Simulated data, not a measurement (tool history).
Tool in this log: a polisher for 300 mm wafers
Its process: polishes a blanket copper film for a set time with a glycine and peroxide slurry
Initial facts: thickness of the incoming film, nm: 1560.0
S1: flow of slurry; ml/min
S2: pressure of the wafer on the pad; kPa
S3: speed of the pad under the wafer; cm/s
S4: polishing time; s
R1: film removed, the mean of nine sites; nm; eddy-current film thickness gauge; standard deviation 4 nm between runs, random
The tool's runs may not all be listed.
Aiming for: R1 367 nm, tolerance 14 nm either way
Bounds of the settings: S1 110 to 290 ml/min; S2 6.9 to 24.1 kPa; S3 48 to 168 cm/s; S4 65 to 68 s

{"run": 1, "hour": 0.0, "S1": 185, "S2": 15.2, "S3": 108, "S4": 65, "R1": 264.22}
{"run": 2, "hour": 5.3, "S1": 185, "S2": 16.5, "S3": 108, "S4": 65, "R1": 276.73}
{"run": 3, "hour": 10.8, "S1": 185, "S2": 16.5, "S3": 90, "S4": 65, "R1": 255.43}
{"run": 4, "hour": 17.9, "S1": 185, "S2": 16.5, "S3": 90, "S4": 65, "R1": 255.8}
{"run": 5, "hour": 20.8, "S1": 185, "S2": 17.9, "S3": 92, "S4": 65, "R1": 272.1}
{"run": 6, "hour": 26.4, "S1": 185, "S2": 19.3, "S3": 94, "S4": 65, "R1": 287.71}
{"run": 7, "hour": 33.3, "S1": 185, "S2": 20.7, "S3": 96, "S4": 65, "R1": 308.63}
{"run": 8, "hour": 34.4, "S1": 185, "S2": 21.4, "S3": 98, "S4": 65, "R1": 310.57}

Exercise: of the 4 proposed moves below, exactly one satisfies all targets within the stated allowed misses. Which move is it?
{"run": "A", "hour": 35.5, "S1": 160, "S2": 23.4, "S3": 104, "S4": 65, "R1": "?"}
{"run": "B", "hour": 35.5, "S1": 205, "S2": 20, "S3": 86, "S4": 67, "R1": "?"}
{"run": "C", "hour": 35.5, "S1": 215, "S2": 21.4, "S3": 116, "S4": 67, "R1": "?"}
{"run": "D", "hour": 35.5, "S1": 160, "S2": 22.8, "S3": 86, "S4": 68, "R1": "?"}

move=A R1=346.38
move=B R1=296.63
move=C R1=361.62
move=D R1=323.53
A: an improvement on the last run, though not all results are within tolerance
B: lands further from the targets than the last run did
C: meets every target
D: an improvement on the last run, though not all results are within tolerance
Go with C: it meets all targets.
